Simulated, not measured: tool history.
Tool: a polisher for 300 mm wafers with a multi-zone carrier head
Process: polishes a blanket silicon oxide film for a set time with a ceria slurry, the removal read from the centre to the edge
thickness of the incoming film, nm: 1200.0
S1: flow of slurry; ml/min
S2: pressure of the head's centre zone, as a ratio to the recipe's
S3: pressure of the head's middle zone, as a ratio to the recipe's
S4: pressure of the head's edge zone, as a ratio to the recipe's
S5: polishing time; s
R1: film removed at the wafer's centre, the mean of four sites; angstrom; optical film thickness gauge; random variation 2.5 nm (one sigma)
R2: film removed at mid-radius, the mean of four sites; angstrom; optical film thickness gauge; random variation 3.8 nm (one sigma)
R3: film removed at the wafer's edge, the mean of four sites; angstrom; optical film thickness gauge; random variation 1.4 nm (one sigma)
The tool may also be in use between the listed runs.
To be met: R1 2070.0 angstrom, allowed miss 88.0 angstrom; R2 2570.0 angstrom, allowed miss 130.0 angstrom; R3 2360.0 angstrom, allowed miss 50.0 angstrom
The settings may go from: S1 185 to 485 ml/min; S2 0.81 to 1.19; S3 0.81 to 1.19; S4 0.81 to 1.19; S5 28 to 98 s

run	hour	S1	S2	S3	S4	S5	R1	R2	R3
1	0.0	310	1.00	1.00	1.00	63	1998.9	1962.7	2003.4
2	5.9	315	0.99	1.02	1.01	64	2021.3	2049.1	2049.1
3	13.9	320	0.98	1.04	1.03	64	2025.2	2118.8	2094.5
4	15.2	320	0.98	1.04	1.03	73	2249.8	2331.2	2340.1
5	19.7	320	0.98	1.04	1.11	73	2274.3	2418.9	2439.1
6	25.8	320	0.98	1.04	1.17	73	2276.0	2412.9	2508.8
7	30.8	320	0.97	1.05	1.16	73	2245.7	2408.8	2485.8
8	37.6	315	0.96	1.06	1.15	73	2255.6	2474.1	2477.9
9	43.1	315	0.95	1.06	1.14	73	2200.7	2449.7	2474.1
10	50.7	315	0.95	1.07	1.13	73	2247.6	2475.1	2456.5
11	55.4	315	0.94	1.08	1.13	73	2237.1	2425.6	2453.4
12	64.3	320	0.93	1.09	1.12	73	2180.6	2529.9	2475.3
13	70.1	315	0.93	1.09	1.11	73	2173.5	2407.4	2434.3

5 next moves are on the table. One of them brings every result within its allowed miss. Which?
A	75.9	230	0.92	0.87	1.07	78	?	?	?
B	75.9	480	0.91	1.19	1.15	68	?	?	?
C	75.9	200	1.00	1.15	1.05	76	?	?	?
D	75.9	190	0.95	1.11	1.06	80	?	?	?
E	75.9	240	0.94	1.12	1.12	75	?	?	?

move	R1	R2	R3
A	2182.9	2180.8	2542.7
B	2026.2	2637.8	2401.8
C	2230.1	2643.1	2414.5
D	2238.8	2681.3	2542.2
E	2148.8	2606.1	2502.6
A: further off than the last run
B: meets every target
C: further off than the last run
D: further off than the last run
E: further off than the last run
Move B is the one to make.

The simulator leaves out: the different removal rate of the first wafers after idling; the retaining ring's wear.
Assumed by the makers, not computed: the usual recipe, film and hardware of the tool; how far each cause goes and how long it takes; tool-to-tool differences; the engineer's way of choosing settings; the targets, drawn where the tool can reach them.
